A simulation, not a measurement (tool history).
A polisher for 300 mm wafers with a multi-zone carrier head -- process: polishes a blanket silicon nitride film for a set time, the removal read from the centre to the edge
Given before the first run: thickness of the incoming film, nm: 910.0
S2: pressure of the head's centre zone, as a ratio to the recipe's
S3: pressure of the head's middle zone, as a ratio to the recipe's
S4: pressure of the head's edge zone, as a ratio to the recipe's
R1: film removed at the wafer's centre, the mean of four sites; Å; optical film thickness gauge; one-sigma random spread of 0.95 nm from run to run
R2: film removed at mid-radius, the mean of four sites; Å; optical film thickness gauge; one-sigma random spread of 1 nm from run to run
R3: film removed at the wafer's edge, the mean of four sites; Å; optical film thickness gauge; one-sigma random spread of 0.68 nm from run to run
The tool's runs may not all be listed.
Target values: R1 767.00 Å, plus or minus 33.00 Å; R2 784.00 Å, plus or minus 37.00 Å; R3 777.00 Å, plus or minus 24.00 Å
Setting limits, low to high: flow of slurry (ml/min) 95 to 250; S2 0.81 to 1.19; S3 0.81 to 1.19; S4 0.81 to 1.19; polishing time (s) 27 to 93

{"run": 1, "day": 0.0, "flow of slurry (ml/min)": 160, "S2": 1.0, "S3": 1.0, "S4": 1.0, "polishing time (s)": 59, "R1": 1053.6, "R2": 1036.5, "R3": 1059.7}
{"run": 2, "day": 0.117, "flow of slurry (ml/min)": 160, "S2": 1.0, "S3": 0.95, "S4": 1.0, "polishing time (s)": 59, "R1": 1036.8, "R2": 1018.1, "R3": 1061.8}
{"run": 3, "day": 0.408, "flow of slurry (ml/min)": 160, "S2": 1.03, "S3": 0.95, "S4": 1.0, "polishing time (s)": 59, "R1": 1083.5, "R2": 1009.0, "R3": 1064.2}
{"run": 4, "day": 0.779, "flow of slurry (ml/min)": 155, "S2": 1.01, "S3": 0.95, "S4": 0.97, "polishing time (s)": 56, "R1": 1004.3, "R2": 960.0, "R3": 987.19}
{"run": 5, "day": 1.154, "flow of slurry (ml/min)": 185, "S2": 1.01, "S3": 0.95, "S4": 0.97, "polishing time (s)": 56, "R1": 1033.7, "R2": 982.15, "R3": 1003.9}
{"run": 6, "day": 1.392, "flow of slurry (ml/min)": 185, "S2": 0.98, "S3": 0.95, "S4": 0.97, "polishing time (s)": 56, "R1": 1019.9, "R2": 963.28, "R3": 1013.3}
{"run": 7, "day": 1.658, "flow of slurry (ml/min)": 175, "S2": 0.96, "S3": 0.96, "S4": 0.94, "polishing time (s)": 53, "R1": 920.28, "R2": 925.26, "R3": 929.53}
{"run": 8, "day": 1.812, "flow of slurry (ml/min)": 170, "S2": 0.95, "S3": 0.94, "S4": 0.92, "polishing time (s)": 52, "R1": 897.43, "R2": 893.49, "R3": 910.11}
{"run": 9, "day": 2.162, "flow of slurry (ml/min)": 165, "S2": 0.94, "S3": 0.93, "S4": 0.9, "polishing time (s)": 50, "R1": 856.92, "R2": 837.09, "R3": 870.7}
{"run": 10, "day": 2.438, "flow of slurry (ml/min)": 160, "S2": 0.93, "S3": 0.94, "S4": 0.88, "polishing time (s)": 49, "R1": 830.54, "R2": 834.64, "R3": 834.56}
{"run": 11, "day": 2.638, "flow of slurry (ml/min)": 155, "S2": 0.92, "S3": 0.94, "S4": 0.87, "polishing time (s)": 49, "R1": 775.88, "R2": 833.28, "R3": 837.19}
{"run": 12, "day": 2.708, "flow of slurry (ml/min)": 155, "S2": 0.93, "S3": 0.94, "S4": 0.86, "polishing time (s)": 48, "R1": 794.03, "R2": 796.28, "R3": 815.51}
{"run": 13, "day": 2.975, "flow of slurry (ml/min)": 155, "S2": 0.93, "S3": 0.95, "S4": 0.85, "polishing time (s)": 48, "R1": 767.22, "R2": 811.84, "R3": 801.14}
{"run": 14, "day": 3.154, "flow of slurry (ml/min)": 155, "S2": 0.94, "S3": 0.95, "S4": 0.84, "polishing time (s)": 48, "R1": 801.54, "R2": 830.66, "R3": 810.54}

Exercise: of the 4 proposed moves below, exactly one satisfies all targets within the stated allowed misses. Which move is it?
{"run": "A", "day": 3.333, "flow of slurry (ml/min)": 120, "S2": 0.88, "S3": 1.18, "S4": 0.81, "polishing time (s)": 47, "R1": "?", "R2": "?", "R3": "?"}
{"run": "B", "day": 3.333, "flow of slurry (ml/min)": 165, "S2": 0.95, "S3": 0.96, "S4": 0.88, "polishing time (s)": 45, "R1": "?", "R2": "?", "R3": "?"}
{"run": "C", "day": 3.333, "flow of slurry (ml/min)": 190, "S2": 0.93, "S3": 1.19, "S4": 0.83, "polishing time (s)": 42, "R1": "?", "R2": "?", "R3": "?"}
{"run": "D", "day": 3.333, "flow of slurry (ml/min)": 175, "S2": 0.86, "S3": 1.02, "S4": 0.81, "polishing time (s)": 43, "R1": "?", "R2": "?", "R3": "?"}

move=A R1=680.71 R2=895.43 R3=748.34
move=B R1=755.44 R2=780.04 R3=779.02
move=C R1=712.78 R2=888.77 R3=723.37
move=D R1=670.95 R2=791.35 R3=728.55
A: pushes the last run's worst result past its target
B: in spec on every target
C: pushes the last run's worst result past its target
D: pushes the last run's worst result past its target
Correct choice: B, which meets every target
